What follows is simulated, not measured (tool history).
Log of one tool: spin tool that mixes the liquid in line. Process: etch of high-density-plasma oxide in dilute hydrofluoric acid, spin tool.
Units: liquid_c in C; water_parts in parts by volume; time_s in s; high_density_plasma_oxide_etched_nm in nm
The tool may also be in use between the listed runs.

run	hour	liquid_c	water_parts	time_s	high_density_plasma_oxide_etched_nm
1	0.0	22.0	120	280	10.763
2	4.3	23.5	110	280	12.588
3	12.6	25.0	110	280	13.385
4	16.6	26.0	105	280	14.595
5	17.7	26.5	100	280	15.914
6	19.4	27.0	95	280	16.947
7	21.4	27.5	90	280	18.405

The next listed run, before its measurement:
8	28.8	28.0	90	280	?

{"run 8": {"high_density_plasma_oxide_etched_nm": 18.844}}
